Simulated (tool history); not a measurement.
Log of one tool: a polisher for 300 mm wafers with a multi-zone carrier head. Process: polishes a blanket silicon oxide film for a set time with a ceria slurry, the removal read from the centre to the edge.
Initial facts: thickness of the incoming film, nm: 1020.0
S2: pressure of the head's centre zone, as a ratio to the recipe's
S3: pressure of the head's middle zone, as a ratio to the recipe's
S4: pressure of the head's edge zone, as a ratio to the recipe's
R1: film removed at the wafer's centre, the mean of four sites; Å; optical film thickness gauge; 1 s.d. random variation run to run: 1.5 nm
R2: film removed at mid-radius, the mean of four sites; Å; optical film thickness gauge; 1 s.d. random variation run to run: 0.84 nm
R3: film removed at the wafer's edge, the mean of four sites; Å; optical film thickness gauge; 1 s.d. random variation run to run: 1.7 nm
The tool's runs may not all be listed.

Run 1, hour 0: flow of slurry (ml/min) 270, S2 1, S3 1, S4 1, polishing time (s) 59. Result: R1 1536.1 Å, R2 1543.5 Å, R3 1535.9 Å.
Run 2, hour 7.2: flow of slurry (ml/min) 265, S2 0.99, S3 0.97, S4 0.97, polishing time (s) 56. Result: R1 1456.1 Å, R2 1435.5 Å, R3 1415.4 Å.
Run 3, hour 13.1: flow of slurry (ml/min) 265, S2 0.99, S3 0.92, S4 0.97, polishing time (s) 56. Result: R1 1463.7 Å, R2 1377.8 Å, R3 1423.9 Å.
Run 4, hour 16.6: flow of slurry (ml/min) 260, S2 0.97, S3 0.9, S4 0.95, polishing time (s) 54. Result: R1 1376 Å, R2 1288.7 Å, R3 1319.4 Å.
At hour 25.4: worn pad replaced by a new one.
Run 5, hour 25.4: flow of slurry (ml/min) 250, S2 0.95, S3 0.88, S4 0.94, polishing time (s) 53. Result: R1 1397.8 Å, R2 1337.3 Å, R3 1453 Å.
Run 6, hour 28.1: flow of slurry (ml/min) 255, S2 0.96, S3 0.89, S4 0.95, polishing time (s) 50. Result: R1 1341.3 Å, R2 1286.1 Å, R3 1342.4 Å.
Run 7, hour 34.3: flow of slurry (ml/min) 270, S2 0.98, S3 0.86, S4 0.94, polishing time (s) 40. Result: R1 1122.1 Å, R2 992.19 Å, R3 1088.5 Å.

Predict the results of run 8:
Run 8, hour 37.6: flow of slurry (ml/min) 270, S2 0.98, S3 0.87, S4 0.94, polishing time (s) 41. Result: R1 ?, R2 ?, R3 ?.

{"run 8": {"R1": 1154.3, "R2": 1018.7, "R3": 1088}}
